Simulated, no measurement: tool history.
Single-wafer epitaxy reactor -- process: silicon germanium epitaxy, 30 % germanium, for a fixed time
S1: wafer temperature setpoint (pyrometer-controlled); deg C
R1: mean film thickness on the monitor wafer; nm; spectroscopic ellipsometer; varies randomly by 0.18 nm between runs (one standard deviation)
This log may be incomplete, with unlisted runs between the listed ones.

run 1 day=0.000 | S1=610 chamber_pressure_(mTorr)=20800 | R1=66.176
run 2 day=0.046 | S1=610 chamber_pressure_(mTorr)=18700 | R1=63.544
run 3 day=0.154 | S1=599 chamber_pressure_(mTorr)=18700 | R1=53.251
run 4 day=0.433 | S1=609 chamber_pressure_(mTorr)=18700 | R1=62.399
run 5 day=0.621 | S1=603 chamber_pressure_(mTorr)=18700 | R1=56.816
run 6 day=0.979 | S1=605 chamber_pressure_(mTorr)=18700 | R1=58.493

What will run 7 give?
run 7 day=1.083 | S1=607 chamber_pressure_(mTorr)=18700 | R1=?

R1: 60.353 nm

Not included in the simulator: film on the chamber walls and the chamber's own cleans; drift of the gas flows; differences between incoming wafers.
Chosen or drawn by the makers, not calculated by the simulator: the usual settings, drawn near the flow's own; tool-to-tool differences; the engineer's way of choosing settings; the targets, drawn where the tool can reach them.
